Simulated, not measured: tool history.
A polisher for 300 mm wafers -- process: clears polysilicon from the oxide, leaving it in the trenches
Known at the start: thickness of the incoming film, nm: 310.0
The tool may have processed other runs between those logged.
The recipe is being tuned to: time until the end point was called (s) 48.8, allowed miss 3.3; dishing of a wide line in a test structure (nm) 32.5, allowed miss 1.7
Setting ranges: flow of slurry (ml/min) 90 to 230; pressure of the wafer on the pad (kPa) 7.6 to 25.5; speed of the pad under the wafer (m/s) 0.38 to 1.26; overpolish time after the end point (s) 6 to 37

run  hour  flow of slurry (ml/min)  pressure of the wafer on the pad (kPa)  speed of the pad under the wafer (m/s)  overpolish time after the end point (s)  time until the end point was called (s)  dishing of a wide line in a test structure (nm)
  1     0                      150                                    16.5                                    0.82                                       19                                   27.594                                           32.856
  2   6.7                      150                                    15.2                                    0.82                                       19                                   30.133                                           33.478
  3   7.7                      150                                    15.2                                    0.82                                       15                                   29.402                                           32.844
  4  13.5                      150                                    14.5                                     0.8                                       14                                   31.609                                           32.687
  5  19.5                      150                                    13.8                                     0.8                                       14                                   32.395                                           31.789
  6  23.3                      150                                    13.1                                    0.78                                       16                                   35.726                                           31.562
  7  27.1                      145                                    13.1                                    0.76                                       19                                   36.588                                           32.761
  8    35                      145                                    12.4                                    0.76                                       19                                   37.018                                           32.202
  9  41.3                      145                                    11.7                                    0.74                                       20                                   39.422                                            33.04
 10  46.6                      140                                     8.3                                     0.7                                       12                                    55.82                                           26.379

Which single option among these 4 for the next run brings every result within its allowed miss of target? Just one does.
  A  51.9                      140                                      11                                    0.62                                       24                                        ?                                                ?
  B  51.9                      160                                       9                                     0.6                                       17                                        ?                                                ?
  C  51.9                      150                                    10.3                                    0.86                                       17                                        ?                                                ?
  D  51.9                      135                                     9.7                                    0.94                                       18                                        ?                                                ?

move  time until the end point was called (s)  dishing of a wide line in a test structure (nm)
   A                                    47.71                                            32.23
   B                                   57.384                                           29.537
   C                                   40.665                                           31.593
   D                                   41.138                                           31.778
A: every result within its allowed miss
B: an improvement on the last run, though not all results are within tolerance
C: corrects the largest miss of the last run, while another result sits out of spec
D: corrects the largest miss of the last run, while another result sits out of spec
The move that meets every target is A.
